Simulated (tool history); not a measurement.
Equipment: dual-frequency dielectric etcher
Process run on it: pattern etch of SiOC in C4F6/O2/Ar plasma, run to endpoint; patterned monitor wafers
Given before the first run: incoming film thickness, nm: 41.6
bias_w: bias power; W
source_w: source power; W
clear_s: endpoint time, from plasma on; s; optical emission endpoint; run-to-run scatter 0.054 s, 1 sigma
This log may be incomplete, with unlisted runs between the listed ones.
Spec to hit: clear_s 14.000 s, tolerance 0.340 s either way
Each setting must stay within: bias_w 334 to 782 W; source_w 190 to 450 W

| run | hour | bias_w | source_w | clear_s |
|---|---|---|---|---|
| 1 | 0.0 | 558 | 320 | 15.493 |
| 2 | 4.5 | 467 | 320 | 16.423 |
| 3 | 12.5 | 490 | 320 | 16.196 |
| 4 | 18.6 | 490 | 290 | 16.502 |
| 5 | 23.5 | 515 | 300 | 16.286 |
| 6 | 29.8 | 538 | 310 | 15.870 |
| 7 | 34.1 | 557 | 310 | 15.531 |
| 8 | 38.5 | 571 | 310 | 15.610 |
| 9 | 39.9 | 571 | 310 | 15.541 |
| 10 | 45.9 | 587 | 310 | 15.373 |
| 11 | 54.3 | 601 | 310 | 15.198 |
| 12 | 59.4 | 613 | 310 | 15.172 |
| 13 | 61.8 | 613 | 310 | 15.146 |
| 14 | 69.4 | 625 | 310 | 15.039 |
| 15 | 72.4 | 636 | 310 | 14.987 |
| 16 | 75.6 | 646 | 310 | 14.931 |
| 17 | 77.0 | 656 | 310 | 14.832 |

Which single option among these 4 for the next run brings every result within its allowed miss of target? Just one does.
| A | 78.4 | 572 | 280 | ? |
| B | 78.4 | 777 | 370 | ? |
| C | 78.4 | 781 | 360 | ? |
| D | 78.4 | 675 | 370 | ? |

| move | clear_s |
|---|---|
| A | 15.907 |
| B | 13.419 |
| C | 13.486 |
| D | 14.083 |
A: lands further from the targets than the last run did
B: carries the result that was furthest off beyond its target, to the other side
C: carries the result that was furthest off beyond its target, to the other side
D: meets every target
The move that meets every target is D.

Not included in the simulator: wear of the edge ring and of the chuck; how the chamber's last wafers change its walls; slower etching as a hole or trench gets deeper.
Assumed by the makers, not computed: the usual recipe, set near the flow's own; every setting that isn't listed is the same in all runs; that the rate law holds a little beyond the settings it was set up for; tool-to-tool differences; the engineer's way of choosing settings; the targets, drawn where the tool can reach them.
